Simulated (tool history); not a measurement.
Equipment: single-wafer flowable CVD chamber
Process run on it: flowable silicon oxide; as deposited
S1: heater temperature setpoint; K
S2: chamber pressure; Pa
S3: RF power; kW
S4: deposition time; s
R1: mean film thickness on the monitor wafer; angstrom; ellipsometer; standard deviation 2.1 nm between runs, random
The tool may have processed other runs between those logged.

{"run": 1, "day": 0.0, "S1": 368.15, "S2": 112.5, "S3": 1.835, "S4": 573, "R1": 4447.7}
{"run": 2, "day": 0.383, "S1": 368.15, "S2": 130.9, "S3": 1.835, "S4": 573, "R1": 5097.3}
{"run": 3, "day": 0.6, "S1": 370.15, "S2": 130.9, "S3": 1.835, "S4": 573, "R1": 4776.1}
{"run": 4, "day": 0.738, "S1": 370.15, "S2": 147.9, "S3": 1.835, "S4": 573, "R1": 5403.5}
{"run": 5, "day": 0.842, "S1": 363.15, "S2": 147.9, "S3": 1.835, "S4": 573, "R1": 6858.7}
{"run": 6, "day": 1.083, "S1": 354.15, "S2": 147.9, "S3": 1.835, "S4": 573, "R1": 9166.5}

The next listed run, before its measurement:
{"run": 7, "day": 1.238, "S1": 362.15, "S2": 147.7, "S3": 1.835, "S4": 573, "R1": "?"}

Run 7 gave R1 7059.6 angstrom.
